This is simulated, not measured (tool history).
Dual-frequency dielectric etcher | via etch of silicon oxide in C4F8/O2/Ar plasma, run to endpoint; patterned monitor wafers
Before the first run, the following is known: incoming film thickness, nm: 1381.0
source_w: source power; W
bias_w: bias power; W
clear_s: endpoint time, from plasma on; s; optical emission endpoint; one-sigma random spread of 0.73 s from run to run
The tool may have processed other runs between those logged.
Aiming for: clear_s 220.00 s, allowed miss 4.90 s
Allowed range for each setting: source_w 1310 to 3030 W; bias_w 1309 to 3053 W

run  hour  source_w  bias_w  clear_s
  1   0.0      2170    2181   261.79
  2   1.7      2360    2253   252.94
  3   4.3      2700    2253   240.95
  4   6.7      2700    2559   231.98
      7.7  -- wet clean of the chamber
  5   7.7      3030    2559   212.73
  6  16.2      3030    2559   212.82
  7  23.2      3000    2551   214.41
  8  28.6      2970    2545   213.87

Which of these 5 next moves meets every target?
  A  34.0      3030    2753        ?
  B  34.0      2890    2461        ?
  C  34.0      3030    2741        ?
  D  34.0      3030    3042        ?
  E  34.0      3030    2710        ?

move  clear_s
   A   209.18
   B   219.15
   C   209.42
   D   203.70
   E   210.04
A: moves away from the targets compared with the last run
B: every result within its allowed miss
C: moves away from the targets compared with the last run
D: moves away from the targets compared with the last run
E: moves away from the targets compared with the last run
Answer: B
